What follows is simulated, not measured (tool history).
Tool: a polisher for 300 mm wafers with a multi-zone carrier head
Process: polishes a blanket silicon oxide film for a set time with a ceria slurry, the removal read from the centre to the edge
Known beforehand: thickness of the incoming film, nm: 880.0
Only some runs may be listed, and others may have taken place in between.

run,hour,flow of slurry (ml/min),pressure of the head's centre zone,pressure of the head's middle zone,pressure of the head's edge zone,polishing time (s),film removed at the wafer's centre (nm),film removed at mid-radius (nm),film removed at the wafer's edge (nm)
1,0,205,1,1,1,62,289.8,286,286.52
2,8.5,200,0.99,0.97,0.97,58,266.16,264.1,255.51
3,16.6,200,0.99,0.97,0.97,49,224.53,222.58,216.98
4,19.2,190,0.98,0.94,0.97,49,222.2,219.41,220.39
5,22.4,190,0.98,0.94,1.02,49,221.65,215.45,220.44
6,23,185,0.98,0.92,1.01,48,214.53,209,216.08
7,28,180,0.98,0.9,1,47,211.08,197.43,212.48

Expected results for the next run?
8,36.9,175,0.98,0.9,0.98,47,?,?,?

film removed at the wafer's centre (nm): 208.58
film removed at mid-radius (nm): 201.67
film removed at the wafer's edge (nm): 202.29
